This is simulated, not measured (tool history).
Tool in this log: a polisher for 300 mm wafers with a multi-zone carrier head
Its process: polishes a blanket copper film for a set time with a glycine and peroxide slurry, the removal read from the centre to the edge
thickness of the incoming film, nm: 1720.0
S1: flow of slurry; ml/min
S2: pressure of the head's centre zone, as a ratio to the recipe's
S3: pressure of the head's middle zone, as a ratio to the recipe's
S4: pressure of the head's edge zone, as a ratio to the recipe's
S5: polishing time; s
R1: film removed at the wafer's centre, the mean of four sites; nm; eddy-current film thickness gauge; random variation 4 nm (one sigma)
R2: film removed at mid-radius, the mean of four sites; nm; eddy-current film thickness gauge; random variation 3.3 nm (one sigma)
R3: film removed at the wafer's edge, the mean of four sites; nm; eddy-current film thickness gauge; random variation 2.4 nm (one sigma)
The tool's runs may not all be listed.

| run | day | S1 | S2 | S3 | S4 | S5 | R1 | R2 | R3 |
|---|---|---|---|---|---|---|---|---|---|
| 1 | 0.000 | 295 | 1.00 | 1.00 | 1.00 | 61 | 263.88 | 258.80 | 268.00 |
| 2 | 0.371 | 295 | 1.00 | 1.00 | 1.08 | 61 | 260.77 | 265.84 | 278.95 |
| 3 | 0.625 | 325 | 1.00 | 1.00 | 1.08 | 61 | 263.41 | 263.98 | 281.35 |
| 4 | 0.788 | 250 | 1.00 | 1.00 | 1.08 | 61 | 253.82 | 253.01 | 273.55 |
| 5 | 1.025 | 275 | 1.03 | 1.00 | 1.11 | 64 | 278.91 | 269.31 | 294.29 |
| 6 | 1.292 | 295 | 1.05 | 1.01 | 1.13 | 66 | 299.45 | 285.31 | 307.99 |
| 7 | 1.429 | 310 | 1.06 | 1.01 | 1.15 | 68 | 317.77 | 296.67 | 322.51 |
| 8 | 1.546 | 325 | 1.06 | 1.01 | 1.16 | 69 | 321.88 | 306.51 | 330.87 |
| 9 | 1.692 | 340 | 1.07 | 1.00 | 1.17 | 70 | 327.50 | 307.85 | 336.19 |
|  | 1.854 | worn pad replaced by a new one |
| 10 | 1.854 | 340 | 1.08 | 1.00 | 1.18 | 71 | 366.90 | 332.56 | 372.84 |

Run 11 is up next; what results do you expect?
| 11 | 1.912 | 315 | 1.07 | 0.98 | 1.14 | 72 | ? | ? | ? |

R1: 361.12 nm
R2: 327.31 nm
R3: 364.75 nm
